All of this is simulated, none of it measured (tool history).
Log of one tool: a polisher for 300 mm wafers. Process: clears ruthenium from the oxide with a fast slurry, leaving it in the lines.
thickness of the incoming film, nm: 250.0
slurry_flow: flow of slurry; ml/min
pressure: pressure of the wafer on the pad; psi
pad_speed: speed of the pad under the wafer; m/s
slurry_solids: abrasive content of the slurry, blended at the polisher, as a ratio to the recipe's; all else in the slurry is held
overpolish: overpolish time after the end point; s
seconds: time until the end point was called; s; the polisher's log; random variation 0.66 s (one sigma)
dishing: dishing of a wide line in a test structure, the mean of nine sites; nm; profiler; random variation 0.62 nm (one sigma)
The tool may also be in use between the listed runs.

run 1 hour=0.0 | slurry_flow=270 pressure=2.8 pad_speed=1.08 slurry_solids=1.0 overpolish=12 | seconds=54.452 dishing=32.843
run 2 hour=3.0 | slurry_flow=270 pressure=2.8 pad_speed=0.86 slurry_solids=1.0 overpolish=12 | seconds=65.704 dishing=29.194
run 3 hour=8.3 | slurry_flow=270 pressure=3.2 pad_speed=0.88 slurry_solids=1.0 overpolish=11 | seconds=59.010 dishing=29.261
run 4 hour=8.8 | slurry_flow=270 pressure=3.2 pad_speed=1.12 slurry_solids=1.0 overpolish=11 | seconds=46.210 dishing=34.726
run 5 hour=13.0 | slurry_flow=270 pressure=3.2 pad_speed=0.94 slurry_solids=1.0 overpolish=11 | seconds=56.894 dishing=31.098
run 6 hour=19.0 | slurry_flow=225 pressure=3.2 pad_speed=0.94 slurry_solids=1.0 overpolish=11 | seconds=56.672 dishing=30.571

Forecast run 7:
run 7 hour=22.5 | slurry_flow=225 pressure=3.5 pad_speed=0.96 slurry_solids=1.0 overpolish=11 | seconds=? dishing=?

seconds: 52.571 s
dishing: 31.501 nm
